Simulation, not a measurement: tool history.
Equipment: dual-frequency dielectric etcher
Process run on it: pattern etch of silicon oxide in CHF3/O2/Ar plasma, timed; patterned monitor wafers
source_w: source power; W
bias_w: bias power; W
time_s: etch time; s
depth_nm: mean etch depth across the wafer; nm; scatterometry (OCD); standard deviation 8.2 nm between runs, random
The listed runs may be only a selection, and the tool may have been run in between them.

| run | hour | source_w | bias_w | time_s | depth_nm |
|---|---|---|---|---|---|
| 1 | 0 | 830 | 193 | 599 | 1403 |
| 2 | 2.5 | 830 | 219 | 599 | 1453.5 |
| 3 | 9.4 | 700 | 219 | 599 | 1374.8 |
| 4 | 16.3 | 680 | 218 | 599 | 1340.3 |
| 5 | 19 | 670 | 217 | 599 | 1340.7 |
| 6 | 24.2 | 660 | 216 | 599 | 1324.8 |
| 7 | 31.4 | 650 | 216 | 599 | 1316 |
| 8 | 38.7 | 640 | 216 | 599 | 1309 |
| 9 | 45.9 | 630 | 216 | 599 | 1303.9 |

For run 10, what comes out?
| 10 | 50.6 | 620 | 216 | 599 | ? |

Run 10 measured depth_nm 1296.3 nm.
